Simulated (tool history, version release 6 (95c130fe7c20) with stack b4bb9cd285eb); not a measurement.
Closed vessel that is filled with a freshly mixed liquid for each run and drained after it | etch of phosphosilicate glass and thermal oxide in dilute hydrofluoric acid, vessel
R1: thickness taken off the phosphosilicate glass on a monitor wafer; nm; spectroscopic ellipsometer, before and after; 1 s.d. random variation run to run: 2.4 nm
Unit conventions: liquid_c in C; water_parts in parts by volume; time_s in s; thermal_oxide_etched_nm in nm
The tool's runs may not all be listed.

run 1 hour=0 | liquid_c=20 water_parts=75 time_s=60 | R1=72.668 thermal_oxide_etched_nm=3.2768
run 2 hour=6.7 | liquid_c=18.5 water_parts=75 time_s=60 | R1=68.199 thermal_oxide_etched_nm=3.0657
run 3 hour=9.2 | liquid_c=18.5 water_parts=100 time_s=60 | R1=49.366 thermal_oxide_etched_nm=2.2288
run 4 hour=10.7 | liquid_c=21 water_parts=75 time_s=65 | R1=81.895 thermal_oxide_etched_nm=3.676
run 5 hour=15.4 | liquid_c=21 water_parts=75 time_s=55 | R1=69.81 thermal_oxide_etched_nm=3.118
run 6 hour=20.2 | liquid_c=23 water_parts=60 time_s=60 | R1=104.73 thermal_oxide_etched_nm=4.6897
run 7 hour=22.5 | liquid_c=23 water_parts=60 time_s=60 | R1=102.84 thermal_oxide_etched_nm=4.7097
run 8 hour=30.8 | liquid_c=24.5 water_parts=50 time_s=65 | R1=144.13 thermal_oxide_etched_nm=6.5747
run 9 hour=35.9 | liquid_c=25.5 water_parts=40 time_s=65 | R1=191.09 thermal_oxide_etched_nm=8.5977
run 10 hour=40.2 | liquid_c=26 water_parts=35 time_s=65 | R1=222.84 thermal_oxide_etched_nm=10.079
run 11 hour=49.3 | liquid_c=26.5 water_parts=35 time_s=65 | R1=231.69 thermal_oxide_etched_nm=10.341
run 12 hour=53 | liquid_c=27 water_parts=35 time_s=65 | R1=233.77 thermal_oxide_etched_nm=10.55
run 13 hour=54.8 | liquid_c=27.5 water_parts=35 time_s=65 | R1=239.29 thermal_oxide_etched_nm=10.857
run 14 hour=57.3 | liquid_c=28 water_parts=25 time_s=65 | R1=356.39 thermal_oxide_etched_nm=15.584
run 15 hour=60.8 | liquid_c=24.5 water_parts=25 time_s=65 | R1=298.48 thermal_oxide_etched_nm=13.602
run 16 hour=67 | liquid_c=24.5 water_parts=25 time_s=65 | R1=302 thermal_oxide_etched_nm=13.628

Run 17 has not been measured yet. What should we expect?
run 17 hour=70.3 | liquid_c=24 water_parts=25 time_s=65 | R1=? thermal_oxide_etched_nm=?

Run 17 gave R1 297.83 nm, thermal_oxide_etched_nm 13.302 nm.
